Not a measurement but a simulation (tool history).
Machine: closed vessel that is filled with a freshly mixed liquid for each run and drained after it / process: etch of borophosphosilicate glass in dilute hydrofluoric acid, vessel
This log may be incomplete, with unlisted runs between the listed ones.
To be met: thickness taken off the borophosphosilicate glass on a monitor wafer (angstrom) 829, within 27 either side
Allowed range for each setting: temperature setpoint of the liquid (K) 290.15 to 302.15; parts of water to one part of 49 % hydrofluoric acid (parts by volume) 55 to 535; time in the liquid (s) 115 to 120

| run | hour | temperature setpoint of the liquid (K) | parts of water to one part of 49 % hydrofluoric acid (parts by volume) | time in the liquid (s) | thickness taken off the borophosphosilicate glass on a monitor wafer (angstrom) |
|---|---|---|---|---|---|
| 1 | 0 | 294.15 | 295 | 115 | 200.58 |
| 2 | 3.7 | 295.65 | 255 | 115 | 251.3 |
| 3 | 8.3 | 295.65 | 255 | 120 | 261.29 |
| 4 | 13.1 | 295.65 | 215 | 120 | 322.49 |
| 5 | 19.3 | 295.65 | 285 | 120 | 227.72 |
| 6 | 23.8 | 295.65 | 285 | 120 | 230.82 |
| 7 | 25.5 | 299.65 | 165 | 120 | 515.34 |
| 8 | 29.5 | 300.15 | 150 | 120 | 599.98 |
| 9 | 30.7 | 302.15 | 100 | 120 | 1011.7 |
| 10 | 34.4 | 301.65 | 100 | 120 | 1005.1 |
| 11 | 37.5 | 297.65 | 110 | 120 | 779.89 |
| 12 | 44.2 | 298.15 | 110 | 120 | 792.03 |

Exercise: of the 5 proposed moves below, exactly one satisfies all targets within the stated allowed misses. Which move is it?
| A | 50.9 | 299.65 | 110 | 120 | ? |
| B | 50.9 | 295.15 | 105 | 120 | ? |
| C | 50.9 | 294.65 | 100 | 120 | ? |
| D | 50.9 | 297.15 | 95 | 120 | ? |
| E | 50.9 | 297.65 | 95 | 120 | ? |

| move | thickness taken off the borophosphosilicate glass on a monitor wafer (angstrom) |
|---|---|
| A | 841.71 |
| B | 743.35 |
| C | 769.37 |
| D | 900.73 |
| E | 918.77 |
A: every result within its allowed miss
B: lands further from the targets than the last run did
C: lands further from the targets than the last run did
D: takes the biggest miss from the last run beyond its target
E: takes the biggest miss from the last run beyond its target
A is the move that brings every result within its allowed miss.
